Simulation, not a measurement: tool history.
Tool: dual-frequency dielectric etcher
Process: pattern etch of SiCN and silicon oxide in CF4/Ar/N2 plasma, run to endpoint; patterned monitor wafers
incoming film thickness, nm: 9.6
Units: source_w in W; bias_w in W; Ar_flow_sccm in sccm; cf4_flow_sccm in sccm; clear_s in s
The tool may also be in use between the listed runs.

run	day	source_w	bias_w	Ar_flow_sccm	cf4_flow_sccm	clear_s
1	0.000	330	71	88	84	14.908
2	0.233	370	71	88	84	13.609
3	0.350	390	71	88	84	13.192
4	0.512	390	71	80	84	13.047
5	0.558	390	71	65	84	12.625
6	0.742	390	83	65	84	11.998
7	1.008	340	81	66	84	13.327
8	1.192	340	81	66	84	13.407

The next listed run, before its measurement:
9	1.342	310	80	67	84	?

{"run 9": {"clear_s": 14.372}}
